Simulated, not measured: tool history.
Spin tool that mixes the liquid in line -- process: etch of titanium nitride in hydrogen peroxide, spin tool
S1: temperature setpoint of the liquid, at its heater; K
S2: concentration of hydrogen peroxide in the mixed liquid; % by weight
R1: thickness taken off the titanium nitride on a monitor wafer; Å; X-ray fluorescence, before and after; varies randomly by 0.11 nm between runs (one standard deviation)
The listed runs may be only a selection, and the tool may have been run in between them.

Run 1, hour 0: S1 330.15 K, S2 18 % by weight, time under the liquid (s) 140. Result: R1 61.859 Å.
Run 2, hour 4.3: S1 330.15 K, S2 18 % by weight, time under the liquid (s) 155. Result: R1 68.652 Å.
Run 3, hour 7.4: S1 330.15 K, S2 16 % by weight, time under the liquid (s) 155. Result: R1 66.623 Å.
Run 4, hour 14.9: S1 334.15 K, S2 16 % by weight, time under the liquid (s) 155. Result: R1 85.545 Å.
Run 5, hour 15.7: S1 334.15 K, S2 13 % by weight, time under the liquid (s) 155. Result: R1 83.445 Å.
Run 6, hour 20.6: S1 334.65 K, S2 13 % by weight, time under the liquid (s) 155. Result: R1 86.078 Å.
Run 7, hour 21.3: S1 334.65 K, S2 13 % by weight, time under the liquid (s) 155. Result: R1 86.08 Å.

Run 8 is up next; what results do you expect?
Run 8, hour 29: S1 335.15 K, S2 13 % by weight, time under the liquid (s) 155. Result: R1 ?.

R1: 90.686 Å
